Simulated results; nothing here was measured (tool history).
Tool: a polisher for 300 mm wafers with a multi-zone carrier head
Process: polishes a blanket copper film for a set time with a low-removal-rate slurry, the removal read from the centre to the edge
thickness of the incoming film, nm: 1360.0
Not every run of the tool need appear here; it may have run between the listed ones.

run,hour,flow of slurry (ml/min),pressure of the head's centre zone,pressure of the head's middle zone,pressure of the head's edge zone,abrasive content of the slurry,polishing time (s),film removed at the wafer's centre (angstrom),film removed at mid-radius (angstrom),film removed at the wafer's edge (angstrom)
1,0.0,175,1.00,1.00,1.00,1.00,32,742.54,731.10,711.22
2,5.8,175,1.00,1.00,0.94,1.00,32,733.67,729.68,697.43
3,11.9,175,1.00,1.00,0.94,1.10,32,741.12,737.43,706.86
4,16.9,185,0.98,1.03,0.99,1.20,33,782.16,798.62,746.13
5,22.4,185,0.98,1.03,0.99,1.20,29,676.75,715.20,663.47
6,23.3,185,0.98,1.03,0.99,1.35,29,692.17,725.44,679.63
7,30.2,180,0.95,1.04,1.03,1.40,32,729.67,801.45,762.10
8,35.9,180,0.95,1.06,1.06,1.45,34,782.58,877.23,846.86

Run 9, settings as shown, results not yet in. Your forecast:
9,43.4,190,0.96,1.08,1.09,1.45,34,?,?,?

film removed at the wafer's centre (angstrom): 808.83
film removed at mid-radius (angstrom): 905.73
film removed at the wafer's edge (angstrom): 842.28
